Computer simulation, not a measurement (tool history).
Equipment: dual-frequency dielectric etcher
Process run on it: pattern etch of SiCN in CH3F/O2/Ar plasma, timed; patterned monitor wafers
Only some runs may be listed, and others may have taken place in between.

| run | hour | source power (kW) | bias power (kW) | etch time (s) | mean etch depth across the wafer (angstrom) |
|---|---|---|---|---|---|
| 1 | 0 | 0.31 | 0.084 | 102 | 366.42 |
| 2 | 0.8 | 0.31 | 0.084 | 102 | 367.07 |
| 3 | 4.7 | 0.31 | 0.093 | 102 | 378.17 |
| 4 | 8.2 | 0.31 | 0.093 | 102 | 382.85 |
| 5 | 10.4 | 0.31 | 0.093 | 106.5 | 394.02 |
| 6 | 19.2 | 0.32 | 0.094 | 106.5 | 396.26 |

For run 7, what comes out?
| 7 | 19.9 | 0.33 | 0.098 | 106.5 | ? |

{"run 7": {"mean etch depth across the wafer (angstrom)": 413.28}}
